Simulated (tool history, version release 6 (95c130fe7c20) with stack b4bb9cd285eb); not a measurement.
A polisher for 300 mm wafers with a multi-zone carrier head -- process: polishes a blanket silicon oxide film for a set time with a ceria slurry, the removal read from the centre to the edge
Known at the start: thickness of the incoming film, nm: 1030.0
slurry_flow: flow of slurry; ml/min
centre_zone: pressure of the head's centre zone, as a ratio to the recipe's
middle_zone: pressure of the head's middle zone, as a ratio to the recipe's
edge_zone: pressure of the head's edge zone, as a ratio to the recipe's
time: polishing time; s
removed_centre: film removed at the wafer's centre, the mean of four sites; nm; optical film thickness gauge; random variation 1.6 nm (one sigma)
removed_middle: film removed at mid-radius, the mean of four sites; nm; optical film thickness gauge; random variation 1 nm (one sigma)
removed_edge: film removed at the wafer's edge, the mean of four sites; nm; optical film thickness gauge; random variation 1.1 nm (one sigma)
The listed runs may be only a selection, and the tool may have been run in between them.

run 1 hour=0.0 | slurry_flow=285 centre_zone=1.00 middle_zone=1.00 edge_zone=1.00 time=54 | removed_centre=273.780 removed_middle=269.06 removed_edge=271.19
run 2 hour=1.2 | slurry_flow=250 centre_zone=0.95 middle_zone=0.96 edge_zone=0.98 time=45 | removed_centre=210.430 removed_middle=211.15 removed_edge=220.40
run 3 hour=5.5 | slurry_flow=250 centre_zone=0.95 middle_zone=0.96 edge_zone=0.98 time=50 | removed_centre=234.840 removed_middle=238.60 removed_edge=248.18
run 4 hour=7.8 | slurry_flow=250 centre_zone=0.89 middle_zone=0.96 edge_zone=0.98 time=50 | removed_centre=216.130 removed_middle=234.17 removed_edge=245.04
run 5 hour=12.6 | slurry_flow=235 centre_zone=0.87 middle_zone=0.94 edge_zone=0.97 time=43 | removed_centre=185.550 removed_middle=200.51 removed_edge=208.14
run 6 hour=14.4 | slurry_flow=215 centre_zone=0.85 middle_zone=0.93 edge_zone=1.00 time=38 | removed_centre=156.680 removed_middle=173.58 removed_edge=190.22
run 7 hour=15.7 | slurry_flow=185 centre_zone=0.81 middle_zone=0.87 edge_zone=0.91 time=24 | removed_centre=92.715 removed_middle=103.27 removed_edge=111.89
run 8 hour=18.2 | slurry_flow=225 centre_zone=0.81 middle_zone=0.88 edge_zone=0.94 time=24 | removed_centre=92.541 removed_middle=105.44 removed_edge=115.56
run 9 hour=25.4 | slurry_flow=230 centre_zone=0.83 middle_zone=0.90 edge_zone=0.97 time=24 | removed_centre=97.579 removed_middle=108.64 removed_edge=117.19
run 10 hour=30.0 | slurry_flow=225 centre_zone=0.84 middle_zone=0.92 edge_zone=1.02 time=24 | removed_centre=96.838 removed_middle=110.89 removed_edge=120.10
run 11 hour=36.7 | slurry_flow=220 centre_zone=0.86 middle_zone=0.93 edge_zone=1.05 time=25 | removed_centre=105.580 removed_middle=114.88 removed_edge=126.74

For run 12, what comes out?
run 12 hour=41.9 | slurry_flow=255 centre_zone=0.84 middle_zone=1.03 edge_zone=1.15 time=26 | removed_centre=? removed_middle=? removed_edge=?

Run 12 yielded removed_centre 107.440 nm, removed_middle 131.72 nm, removed_edge 139.20 nm.

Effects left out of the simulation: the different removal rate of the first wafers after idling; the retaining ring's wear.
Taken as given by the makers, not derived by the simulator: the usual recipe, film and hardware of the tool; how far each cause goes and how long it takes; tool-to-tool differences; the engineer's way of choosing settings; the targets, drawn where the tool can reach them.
